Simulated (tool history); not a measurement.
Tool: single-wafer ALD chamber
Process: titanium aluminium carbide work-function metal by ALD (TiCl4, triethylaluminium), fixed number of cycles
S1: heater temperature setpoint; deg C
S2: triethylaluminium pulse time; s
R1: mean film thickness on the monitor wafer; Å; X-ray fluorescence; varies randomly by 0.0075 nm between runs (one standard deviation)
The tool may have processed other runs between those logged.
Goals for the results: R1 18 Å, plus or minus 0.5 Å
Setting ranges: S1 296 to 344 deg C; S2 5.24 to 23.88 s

run  hour   S1     S2      R1
  1     0  320  14.56  22.646
  2   1.1  314  12.31  21.742
  3   8.5  310   10.6  20.822
  4  17.3  307    9.3  19.977
  5  22.1  304   8.52  18.909
  6    28  303    8.4  18.695
  7  29.7  296   6.67  15.693
  8  34.4  298   6.77   15.89
  9  38.8  298   6.77  15.997
 10    40  298   6.77  15.893
 11  42.8  300   6.85  16.342
 12  51.6  302   6.93  16.652
 13  57.2  304   7.03  16.925
 14  58.5  306   7.15  17.256
 15  66.8  315    7.9  19.145

Which single option among these 5 for the next run brings every result within its allowed miss of target? Just one does.
  A  75.1  304  12.72   ?
  B  75.1  314    8.7   ?
  C  75.1  296   8.17   ?
  D  75.1  310  10.47   ?
  E  75.1  316   9.14   ?

move      R1
   A  20.814
   B  20.108
   C  17.895
   D  20.847
   E  20.675
A: moves away from the targets compared with the last run
B: moves away from the targets compared with the last run
C: hits every target within its allowed miss
D: moves away from the targets compared with the last run
E: moves away from the targets compared with the last run
C is the move that brings every result within its allowed miss.
